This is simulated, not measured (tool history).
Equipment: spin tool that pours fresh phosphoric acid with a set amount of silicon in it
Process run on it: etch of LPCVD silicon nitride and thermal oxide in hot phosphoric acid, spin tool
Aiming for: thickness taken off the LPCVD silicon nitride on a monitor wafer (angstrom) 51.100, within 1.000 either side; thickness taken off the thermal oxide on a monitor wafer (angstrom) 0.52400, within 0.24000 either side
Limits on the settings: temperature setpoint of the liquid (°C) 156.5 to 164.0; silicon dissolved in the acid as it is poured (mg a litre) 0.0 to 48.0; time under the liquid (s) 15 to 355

run,hour,temperature setpoint of the liquid (°C),silicon dissolved in the acid as it is poured (mg a litre),time under the liquid (s),thickness taken off the LPCVD silicon nitride on a monitor wafer (angstrom),thickness taken off the thermal oxide on a monitor wafer (angstrom)
1,0.0,159.0,21.0,180,155.030,3.56010
2,3.6,158.5,27.0,140,117.650,2.37190
3,5.1,160.5,27.0,140,126.530,2.20640
4,13.5,159.5,32.5,110,96.492,1.38030
5,21.1,159.0,35.0,90,76.345,0.77638
6,27.2,158.5,34.5,80,67.118,0.78637
7,35.6,156.5,43.5,50,39.165,0.20066
8,36.6,159.0,38.5,40,34.023,0.43743
9,44.3,159.0,38.5,50,42.957,0.41847
10,50.7,160.0,39.0,50,44.003,0.50504
11,57.4,160.0,39.0,55,48.843,0.58815
12,66.3,160.0,40.5,55,48.720,0.47555
13,70.2,160.5,40.5,55,49.565,0.49014

Below are 4 possible settings for the next run. Only one of them brings all results inside the allowed miss of their targets. Which is it?
A,74.1,161.5,40.0,55,?,?
B,74.1,160.5,2.5,55,?,?
C,74.1,158.5,16.0,65,?,?
D,74.1,160.0,38.0,60,?,?

move,thickness taken off the LPCVD silicon nitride on a monitor wafer (angstrom),thickness taken off the thermal oxide on a monitor wafer (angstrom)
A,50.967,0.53353
B,49.291,1.73460
C,54.460,1.31260
D,52.878,0.59047
A: every result lands within tolerance
B: moves away from the targets compared with the last run
C: moves the result that the last run missed by most past its target, out the other side
D: moves the result that the last run missed by most past its target, out the other side
Answer: A
